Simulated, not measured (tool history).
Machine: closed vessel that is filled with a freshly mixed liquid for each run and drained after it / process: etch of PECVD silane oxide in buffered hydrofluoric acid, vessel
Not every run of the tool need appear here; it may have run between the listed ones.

run,day,temperature setpoint of the liquid (C),parts of 40 % ammonium fluoride to one part of 49 % hydrofluoric acid (parts by volume),time in the liquid (s),thickness taken off the PECVD silane oxide on a monitor wafer (Å)
1,0,25,9,100,2758.9
2,0.092,25,9,100,2791.3
3,0.212,25,9,100,2777.1
4,0.546,26,9,100,2929.6
5,0.592,26,11.5,100,2397.5
6,0.908,26,11.5,100,2439.7

For run 7, what comes out?
7,1.212,26,11.5,100,?

{"run 7": {"thickness taken off the PECVD silane oxide on a monitor wafer (Å)": 2436.5}}
